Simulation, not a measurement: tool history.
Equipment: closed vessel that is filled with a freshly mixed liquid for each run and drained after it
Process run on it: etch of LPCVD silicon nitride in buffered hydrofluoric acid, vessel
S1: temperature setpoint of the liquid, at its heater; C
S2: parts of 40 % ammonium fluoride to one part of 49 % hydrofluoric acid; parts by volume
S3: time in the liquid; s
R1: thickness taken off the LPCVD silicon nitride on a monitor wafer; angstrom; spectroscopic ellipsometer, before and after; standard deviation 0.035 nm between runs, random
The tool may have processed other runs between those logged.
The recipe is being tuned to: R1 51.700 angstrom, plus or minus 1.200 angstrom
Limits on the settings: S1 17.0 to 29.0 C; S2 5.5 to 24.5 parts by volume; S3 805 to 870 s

run,hour,S1,S2,S3,R1
1,0.0,21.0,15.0,805,60.588
2,3.3,21.0,15.0,870,65.274
3,5.6,23.5,15.0,870,74.528
4,7.5,23.0,15.0,870,72.981
5,15.6,22.5,15.0,870,71.449
6,18.3,22.5,15.0,870,71.226
7,26.8,22.0,15.0,870,69.347
8,29.3,21.5,15.0,870,67.888
9,33.4,21.0,15.0,870,64.438
10,34.7,20.5,15.0,870,63.338
# hour 36.7: hydrofluoric acid flow meter replaced
11,36.7,20.5,15.0,870,70.080
12,42.4,20.5,15.5,870,68.875
13,50.5,20.0,16.5,865,61.938

Of the 5 settings listed for the next run, only one would bring every result within its allowed miss of target. Which one?
A,58.6,21.0,18.5,810,?
B,58.6,19.0,17.5,815,?
C,58.6,19.5,14.0,870,?
D,58.6,22.5,20.5,830,?
E,58.6,21.5,15.5,870,?

move,R1
A,54.887
B,52.146
C,71.326
D,55.644
E,72.165
A: better than the last run, though not everything is in spec
B: all results land within tolerance of their targets
C: the biggest miss grows against the last run
D: better than the last run, though not everything is in spec
E: the biggest miss grows against the last run
The right move is B.
